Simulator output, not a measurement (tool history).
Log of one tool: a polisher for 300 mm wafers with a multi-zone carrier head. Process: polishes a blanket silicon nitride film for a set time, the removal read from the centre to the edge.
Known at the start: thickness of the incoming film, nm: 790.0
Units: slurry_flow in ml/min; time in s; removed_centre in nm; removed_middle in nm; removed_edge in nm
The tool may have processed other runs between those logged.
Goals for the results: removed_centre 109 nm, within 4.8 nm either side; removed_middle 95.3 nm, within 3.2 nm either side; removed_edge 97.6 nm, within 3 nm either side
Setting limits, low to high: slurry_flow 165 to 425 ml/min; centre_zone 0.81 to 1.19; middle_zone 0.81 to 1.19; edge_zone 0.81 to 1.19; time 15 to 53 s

run 1 hour=0 | slurry_flow=275 centre_zone=1 middle_zone=1 edge_zone=1 time=34 | removed_centre=81.545 removed_middle=84.281 removed_edge=81.359
run 2 hour=6.3 | slurry_flow=280 centre_zone=1.02 middle_zone=1 edge_zone=1.02 time=35 | removed_centre=85.363 removed_middle=86.397 removed_edge=84.975
run 3 hour=9.3 | slurry_flow=285 centre_zone=1.04 middle_zone=1 edge_zone=1.03 time=35 | removed_centre=86.489 removed_middle=86.636 removed_edge=84.766
run 4 hour=13.8 | slurry_flow=285 centre_zone=1.04 middle_zone=1 edge_zone=1.03 time=31 | removed_centre=76.819 removed_middle=77.198 removed_edge=74.849
run 5 hour=22.4 | slurry_flow=285 centre_zone=1.04 middle_zone=1 edge_zone=1.08 time=31 | removed_centre=77.682 removed_middle=77.212 removed_edge=77.202
run 6 hour=24.3 | slurry_flow=285 centre_zone=1.04 middle_zone=1 edge_zone=1 time=31 | removed_centre=78.179 removed_middle=77.323 removed_edge=73.917
run 7 hour=27.9 | slurry_flow=285 centre_zone=1.06 middle_zone=1 edge_zone=1.01 time=32 | removed_centre=81.234 removed_middle=77.956 removed_edge=76.956
run 8 hour=35.8 | slurry_flow=290 centre_zone=1.08 middle_zone=1.01 edge_zone=1.02 time=33 | removed_centre=85.338 removed_middle=82.998 removed_edge=80.427

Which of these 5 next moves meets every target?
run A hour=43.7 | slurry_flow=355 centre_zone=1.11 middle_zone=0.94 edge_zone=1.01 time=40 | removed_centre=? removed_middle=? removed_edge=?
run B hour=43.7 | slurry_flow=255 centre_zone=1.18 middle_zone=0.93 edge_zone=1.05 time=31 | removed_centre=? removed_middle=? removed_edge=?
run C hour=43.7 | slurry_flow=230 centre_zone=1.19 middle_zone=0.82 edge_zone=1.05 time=44 | removed_centre=? removed_middle=? removed_edge=?
run D hour=43.7 | slurry_flow=280 centre_zone=1.17 middle_zone=0.92 edge_zone=1.08 time=42 | removed_centre=? removed_middle=? removed_edge=?
run E hour=43.7 | slurry_flow=250 centre_zone=1.07 middle_zone=1.02 edge_zone=1.03 time=28 | removed_centre=? removed_middle=? removed_edge=?

move=A removed_centre=109.95 removed_middle=94.882 removed_edge=97.396
move=B removed_centre=87.046 removed_middle=70.478 removed_edge=75.028
move=C removed_centre=122.68 removed_middle=89.001 removed_edge=105.62
move=D removed_centre=118.35 removed_middle=95.633 removed_edge=103.93
move=E removed_centre=71.529 removed_middle=68.675 removed_edge=66.929
A: every result within its allowed miss
B: lands further from the targets than the last run did
C: the result that was furthest off in the last run now lies on the other side of its target
D: the result that was furthest off in the last run now lies on the other side of its target
E: lands further from the targets than the last run did
A is the move that brings every result within its allowed miss.
